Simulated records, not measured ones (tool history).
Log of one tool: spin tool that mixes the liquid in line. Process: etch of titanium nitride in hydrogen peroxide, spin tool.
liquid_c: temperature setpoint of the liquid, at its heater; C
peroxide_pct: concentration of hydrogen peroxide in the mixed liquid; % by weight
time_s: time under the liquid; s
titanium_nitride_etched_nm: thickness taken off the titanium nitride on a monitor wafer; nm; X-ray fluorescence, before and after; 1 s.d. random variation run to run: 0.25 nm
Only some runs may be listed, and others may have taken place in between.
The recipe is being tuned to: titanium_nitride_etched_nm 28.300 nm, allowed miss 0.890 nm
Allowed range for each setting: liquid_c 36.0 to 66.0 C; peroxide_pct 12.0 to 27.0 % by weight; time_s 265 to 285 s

run	hour	liquid_c	peroxide_pct	time_s	titanium_nitride_etched_nm
1	0.0	52.0	18.0	265	21.395
2	4.9	53.0	18.0	265	23.373
3	13.7	53.0	18.0	265	22.727
4	20.4	54.0	18.0	265	24.666
5	25.0	47.0	18.0	265	14.836
6	27.1	49.5	18.0	265	17.730
7	28.6	51.0	18.0	265	20.090
8	36.1	52.5	18.0	265	22.125
9	43.5	53.5	18.0	265	24.203

Which of these 5 next moves meets every target?
A	50.9	51.0	20.5	265	?
B	50.9	57.0	19.0	265	?
C	50.9	51.0	16.5	265	?
D	50.9	52.0	21.5	265	?
E	50.9	55.0	17.5	285	?

move	titanium_nitride_etched_nm
A	20.602
B	30.938
C	19.668
D	22.359
E	28.443
A: its largest miss is bigger than the last run's
B: takes the result that was furthest off past its target
C: its largest miss is bigger than the last run's
D: its largest miss is bigger than the last run's
E: in spec on every target
The right move is E.
